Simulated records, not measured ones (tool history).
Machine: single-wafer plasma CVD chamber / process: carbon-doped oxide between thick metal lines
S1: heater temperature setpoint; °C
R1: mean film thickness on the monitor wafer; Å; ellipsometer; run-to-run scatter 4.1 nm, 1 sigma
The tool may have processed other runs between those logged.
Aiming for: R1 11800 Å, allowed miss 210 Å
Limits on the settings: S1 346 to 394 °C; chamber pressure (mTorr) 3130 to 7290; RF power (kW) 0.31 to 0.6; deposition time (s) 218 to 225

{"run": 1, "hour": 0.0, "S1": 370, "chamber pressure (mTorr)": 5210, "RF power (kW)": 0.455, "deposition time (s)": 218, "R1": 10456}
{"run": 2, "hour": 2.6, "S1": 369, "chamber pressure (mTorr)": 5430, "RF power (kW)": 0.46, "deposition time (s)": 218, "R1": 10627}
{"run": 3, "hour": 11.6, "S1": 368, "chamber pressure (mTorr)": 5640, "RF power (kW)": 0.465, "deposition time (s)": 218, "R1": 10766}
{"run": 4, "hour": 18.3, "S1": 367, "chamber pressure (mTorr)": 5790, "RF power (kW)": 0.47, "deposition time (s)": 218, "R1": 10941}
{"run": 5, "hour": 20.5, "S1": 366, "chamber pressure (mTorr)": 5940, "RF power (kW)": 0.475, "deposition time (s)": 218, "R1": 11023}
{"run": 6, "hour": 25.1, "S1": 366, "chamber pressure (mTorr)": 6040, "RF power (kW)": 0.48, "deposition time (s)": 218, "R1": 11140}
{"run": 7, "hour": 29.8, "S1": 366, "chamber pressure (mTorr)": 6040, "RF power (kW)": 0.48, "deposition time (s)": 218, "R1": 11079}
{"run": 8, "hour": 30.8, "S1": 365, "chamber pressure (mTorr)": 6100, "RF power (kW)": 0.485, "deposition time (s)": 218, "R1": 11153}
{"run": 9, "hour": 31.5, "S1": 365, "chamber pressure (mTorr)": 6140, "RF power (kW)": 0.49, "deposition time (s)": 218, "R1": 11317}
{"run": 10, "hour": 33.7, "S1": 365, "chamber pressure (mTorr)": 6210, "RF power (kW)": 0.495, "deposition time (s)": 218, "R1": 11355}
{"hour": 42.4, "done": "thermocouple changed; heater temperature recalibrated"}
{"run": 11, "hour": 42.4, "S1": 365, "chamber pressure (mTorr)": 6210, "RF power (kW)": 0.495, "deposition time (s)": 218, "R1": 11497}
{"run": 12, "hour": 47.9, "S1": 365, "chamber pressure (mTorr)": 6210, "RF power (kW)": 0.495, "deposition time (s)": 218, "R1": 11438}
{"run": 13, "hour": 55.6, "S1": 365, "chamber pressure (mTorr)": 6270, "RF power (kW)": 0.495, "deposition time (s)": 218, "R1": 11446}
{"run": 14, "hour": 61.9, "S1": 365, "chamber pressure (mTorr)": 6330, "RF power (kW)": 0.495, "deposition time (s)": 218, "R1": 11508}
{"run": 15, "hour": 64.9, "S1": 365, "chamber pressure (mTorr)": 6380, "RF power (kW)": 0.495, "deposition time (s)": 218, "R1": 11496}

Which of these 5 next moves meets every target?
{"run": "A", "hour": 67.9, "S1": 362, "chamber pressure (mTorr)": 6020, "RF power (kW)": 0.47, "deposition time (s)": 220, "R1": "?"}
{"run": "B", "hour": 67.9, "S1": 364, "chamber pressure (mTorr)": 6230, "RF power (kW)": 0.51, "deposition time (s)": 219, "R1": "?"}
{"run": "C", "hour": 67.9, "S1": 359, "chamber pressure (mTorr)": 5660, "RF power (kW)": 0.47, "deposition time (s)": 218, "R1": "?"}
{"run": "D", "hour": 67.9, "S1": 364, "chamber pressure (mTorr)": 5510, "RF power (kW)": 0.47, "deposition time (s)": 218, "R1": "?"}
{"run": "E", "hour": 67.9, "S1": 374, "chamber pressure (mTorr)": 5900, "RF power (kW)": 0.49, "deposition time (s)": 218, "R1": "?"}

move=A R1=11202
move=B R1=11737
move=C R1=11082
move=D R1=10939
move=E R1=11114
A: misses by more than the last run did
B: every result lands within tolerance
C: misses by more than the last run did
D: misses by more than the last run did
E: misses by more than the last run did
So the answer is move B, the one that meets all the targets.

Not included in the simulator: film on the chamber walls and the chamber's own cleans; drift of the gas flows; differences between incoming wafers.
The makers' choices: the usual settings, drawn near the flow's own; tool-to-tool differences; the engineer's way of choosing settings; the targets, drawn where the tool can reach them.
